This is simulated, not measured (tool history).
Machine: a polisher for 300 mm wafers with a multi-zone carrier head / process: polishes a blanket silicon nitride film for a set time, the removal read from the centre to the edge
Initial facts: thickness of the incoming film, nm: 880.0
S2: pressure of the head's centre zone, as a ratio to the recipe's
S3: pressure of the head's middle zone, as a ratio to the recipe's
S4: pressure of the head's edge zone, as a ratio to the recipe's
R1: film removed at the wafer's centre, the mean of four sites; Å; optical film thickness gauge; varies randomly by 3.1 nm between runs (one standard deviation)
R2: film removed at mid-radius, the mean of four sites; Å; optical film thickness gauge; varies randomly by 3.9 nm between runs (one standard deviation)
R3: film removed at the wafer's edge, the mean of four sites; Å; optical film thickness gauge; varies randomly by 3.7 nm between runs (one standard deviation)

{"run": 1, "hour": 0.0, "flow of slurry (ml/min)": 220, "S2": 1, "S3": 1, "S4": 1, "polishing time (s)": 71, "R1": 2210.6, "R2": 2176.2, "R3": 2172.9}
{"run": 2, "hour": 5.2, "flow of slurry (ml/min)": 225, "S2": 1.03, "S3": 1.03, "S4": 1.02, "polishing time (s)": 75, "R1": 2347.6, "R2": 2433.3, "R3": 2340}
{"run": 3, "hour": 8.9, "flow of slurry (ml/min)": 195, "S2": 1.03, "S3": 1.03, "S4": 1.02, "polishing time (s)": 75, "R1": 2358.4, "R2": 2279.9, "R3": 2268}
{"run": 4, "hour": 17.8, "flow of slurry (ml/min)": 195, "S2": 1.03, "S3": 1.03, "S4": 1.1, "polishing time (s)": 75, "R1": 2349.4, "R2": 2310.3, "R3": 2354.4}
{"run": 5, "hour": 24.4, "flow of slurry (ml/min)": 155, "S2": 1.03, "S3": 1.03, "S4": 1.1, "polishing time (s)": 75, "R1": 2184.5, "R2": 2240, "R3": 2268.9}
{"run": 6, "hour": 31.0, "flow of slurry (ml/min)": 155, "S2": 1.03, "S3": 1.03, "S4": 1.06, "polishing time (s)": 75, "R1": 2211.9, "R2": 2186.5, "R3": 2240.6}
{"run": 7, "hour": 38.8, "flow of slurry (ml/min)": 185, "S2": 1.06, "S3": 1.05, "S4": 1.08, "polishing time (s)": 77, "R1": 2456.7, "R2": 2368.6, "R3": 2434.8}
{"run": 8, "hour": 45.7, "flow of slurry (ml/min)": 215, "S2": 1.07, "S3": 1.08, "S4": 1.06, "polishing time (s)": 78, "R1": 2570, "R2": 2575.8, "R3": 2439.2}
{"run": 9, "hour": 52.8, "flow of slurry (ml/min)": 235, "S2": 1.09, "S3": 1.09, "S4": 1.08, "polishing time (s)": 80, "R1": 2673, "R2": 2638.5, "R3": 2481.1}
{"run": 10, "hour": 60.9, "flow of slurry (ml/min)": 240, "S2": 1.1, "S3": 1.1, "S4": 1.08, "polishing time (s)": 83, "R1": 2841.2, "R2": 2747.7, "R3": 2571.9}
{"run": 11, "hour": 62.4, "flow of slurry (ml/min)": 245, "S2": 1.1, "S3": 1.11, "S4": 1.09, "polishing time (s)": 85, "R1": 2883.7, "R2": 2824, "R3": 2684.4}

What does the tool deliver on the next run?
{"run": 12, "hour": 62.9, "flow of slurry (ml/min)": 250, "S2": 1.11, "S3": 1.12, "S4": 1.09, "polishing time (s)": 87, "R1": "?", "R2": "?", "R3": "?"}

{"run 12": {"R1": 2991.8, "R2": 2960.7, "R3": 2693.5}}
